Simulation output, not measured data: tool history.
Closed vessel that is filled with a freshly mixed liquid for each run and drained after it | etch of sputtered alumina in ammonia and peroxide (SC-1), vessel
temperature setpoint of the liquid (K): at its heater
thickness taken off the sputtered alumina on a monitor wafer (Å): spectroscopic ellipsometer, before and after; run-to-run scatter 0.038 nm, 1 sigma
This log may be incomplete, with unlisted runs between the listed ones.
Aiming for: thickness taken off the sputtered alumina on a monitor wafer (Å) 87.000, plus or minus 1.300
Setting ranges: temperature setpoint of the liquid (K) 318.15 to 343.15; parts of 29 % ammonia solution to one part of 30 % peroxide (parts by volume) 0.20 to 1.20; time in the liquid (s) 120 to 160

run,hour,temperature setpoint of the liquid (K),parts of 29 % ammonia solution to one part of 30 % peroxide (parts by volume),time in the liquid (s),thickness taken off the sputtered alumina on a monitor wafer (Å)
1,0.0,334.15,0.90,160,157.830
2,7.8,334.15,0.90,160,158.210
3,14.9,334.15,0.90,120,117.520
4,22.3,334.15,0.90,120,118.760
5,31.2,334.15,1.05,120,119.410
6,32.2,334.15,1.20,120,121.430
7,40.6,326.15,1.20,120,79.378
8,48.3,326.65,1.20,120,81.940
9,51.7,327.15,1.20,120,83.939

Consider the 4 candidate settings below. Which is the only one whose results all fall within their allowed miss of target?
A,55.1,328.15,0.90,125,?
B,55.1,323.65,1.20,150,?
C,55.1,327.65,1.20,125,?
D,55.1,325.15,1.20,145,?

move,thickness taken off the sputtered alumina on a monitor wafer (Å)
A,90.764
B,87.817
C,90.835
D,92.121
A: carries the result that was furthest off beyond its target, to the other side
B: meets every target
C: carries the result that was furthest off beyond its target, to the other side
D: carries the result that was furthest off beyond its target, to the other side
Correct choice: B, which meets every target
